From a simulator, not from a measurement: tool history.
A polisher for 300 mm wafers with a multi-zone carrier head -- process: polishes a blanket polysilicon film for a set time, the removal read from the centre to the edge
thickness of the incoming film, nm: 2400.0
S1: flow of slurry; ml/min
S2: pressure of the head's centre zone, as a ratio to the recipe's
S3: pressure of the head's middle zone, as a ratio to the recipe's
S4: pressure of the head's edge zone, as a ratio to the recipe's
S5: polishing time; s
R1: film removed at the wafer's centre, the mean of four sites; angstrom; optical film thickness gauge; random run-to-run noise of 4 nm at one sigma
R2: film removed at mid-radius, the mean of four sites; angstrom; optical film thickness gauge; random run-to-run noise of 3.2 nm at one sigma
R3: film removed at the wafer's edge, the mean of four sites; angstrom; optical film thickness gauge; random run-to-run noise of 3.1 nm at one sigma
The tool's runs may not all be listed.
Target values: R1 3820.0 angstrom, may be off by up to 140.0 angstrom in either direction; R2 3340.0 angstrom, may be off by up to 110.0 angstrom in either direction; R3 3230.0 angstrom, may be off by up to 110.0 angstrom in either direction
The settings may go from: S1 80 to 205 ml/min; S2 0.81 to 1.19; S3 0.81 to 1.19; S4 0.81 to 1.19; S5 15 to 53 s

run  hour   S1    S2    S3    S4  S5      R1      R2      R3
  1   0.0  135  1.00  1.00  1.00  34  2891.4  2797.7  2825.0
  2   8.3  135  1.00  1.08  1.00  34  2871.3  2982.5  2825.0
  3   9.8  135  0.97  1.08  1.00  34  2814.8  2971.8  2799.6
  4  10.7  135  0.97  1.08  1.06  34  2825.4  2959.9  2899.2
  5  16.2  135  0.97  1.08  1.06  37  3143.2  3208.5  3156.8
  6  24.2  150  1.02  1.07  1.04  37  3240.8  3270.0  3167.7
  7  26.4  155  1.07  1.05  1.02  38  3477.5  3303.5  3258.3
  8  34.2  160  1.11  1.05  1.00  38  3567.5  3386.3  3263.7
  9  41.5  160  1.11  1.05  1.00  38  3494.4  3374.7  3234.8

Below are 5 possible settings for the next run. Only one of them brings all results inside the allowed miss of their targets. Which is it?
  A  48.8  175  1.05  1.13  1.05  36   ?   ?   ?
  B  48.8  175  1.19  1.01  0.95  39   ?   ?   ?
  C  48.8  175  0.92  1.14  1.07  36   ?   ?   ?
  D  48.8  160  1.19  0.89  0.81  43   ?   ?   ?
  E  48.8  180  0.92  1.04  1.04  38   ?   ?   ?

move      R1      R2      R3
   A  3274.1  3381.3  3174.0
   B  3810.5  3328.3  3281.5
   C  3045.7  3408.1  3203.5
   D  4131.5  3255.9  3336.8
   E  3228.0  3340.6  3349.0
A: lands further from the targets than the last run did
B: every result lands within tolerance
C: lands further from the targets than the last run did
D: moves the result that the last run missed by most past its target, out the other side
E: lands further from the targets than the last run did
B is the move that brings every result within its allowed miss.
